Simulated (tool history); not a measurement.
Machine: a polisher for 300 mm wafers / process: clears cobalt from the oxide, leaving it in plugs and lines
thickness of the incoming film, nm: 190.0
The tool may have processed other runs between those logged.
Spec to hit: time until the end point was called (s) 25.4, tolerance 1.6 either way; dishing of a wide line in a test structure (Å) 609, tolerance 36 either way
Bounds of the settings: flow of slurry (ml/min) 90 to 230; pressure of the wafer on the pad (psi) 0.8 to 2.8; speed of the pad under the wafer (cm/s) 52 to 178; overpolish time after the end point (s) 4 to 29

run,hour,flow of slurry (ml/min),pressure of the wafer on the pad (psi),speed of the pad under the wafer (cm/s),overpolish time after the end point (s),time until the end point was called (s),dishing of a wide line in a test structure (Å)
1,0,150,1.8,114,15,42.959,423.17
2,8.1,150,1.8,114,18,41.885,478.68
3,9.5,150,1.8,114,21,44.073,503.76
4,16.4,150,1.6,114,21,46.783,474.53
5,24.8,180,1.6,114,21,46.133,486.8
6,31.2,200,1.6,114,21,45.382,502.72
7,38.6,200,1.6,114,21,44.821,498.36
8,42.5,200,1.8,116,20,39.759,508.1
9,50.2,200,2,118,20,37.035,520.52
10,55.8,200,2.1,120,20,33.03,539.11
11,60.9,200,2.2,120,20,33.48,540.73
12,67.2,200,2.3,122,20,31.414,551.48

Which one of the following 5 next-run settings gets every result inside its allowed miss? There is exactly one.
A,73.5,215,2.7,128,24,?,?
B,73.5,220,2.6,132,13,?,?
C,73.5,225,2.6,114,23,?,?
D,73.5,200,2.6,134,15,?,?
E,73.5,195,2.2,154,14,?,?

move,time until the end point was called (s),dishing of a wide line in a test structure (Å)
A,26.25,616.77
B,26.277,507.92
C,30.224,592.01
D,26.192,539.41
E,26.579,521.74
A: all results in spec
B: the furthest-off result lands on target, but another misses its tolerance
C: better than the last run, though not everything is in spec
D: the furthest-off result lands on target, but another misses its tolerance
E: the furthest-off result lands on target, but another misses its tolerance
Answer: A
